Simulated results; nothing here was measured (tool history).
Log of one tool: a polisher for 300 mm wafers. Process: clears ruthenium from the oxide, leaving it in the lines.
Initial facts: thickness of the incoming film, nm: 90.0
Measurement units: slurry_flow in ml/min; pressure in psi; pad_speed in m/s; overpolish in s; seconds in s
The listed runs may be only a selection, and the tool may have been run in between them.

| run | hour | slurry_flow | pressure | pad_speed | overpolish | seconds |
|---|---|---|---|---|---|---|
| 1 | 0.0 | 135 | 1.6 | 1.30 | 3 | 79.060 |
| 2 | 3.0 | 135 | 1.5 | 1.28 | 3 | 84.653 |
| 3 | 10.7 | 135 | 1.7 | 1.28 | 3 | 78.029 |
| 4 | 16.6 | 135 | 1.5 | 1.26 | 3 | 81.924 |
| 5 | 23.1 | 155 | 1.5 | 1.26 | 3 | 85.109 |
| 6 | 24.1 | 135 | 1.5 | 1.26 | 3 | 86.169 |
| 7 | 31.9 | 135 | 1.4 | 1.24 | 3 | 90.086 |

Expected results for the next run?
| 8 | 40.2 | 135 | 1.3 | 1.22 | 3 | ? |

Run 8 came out at seconds 96.532 s.
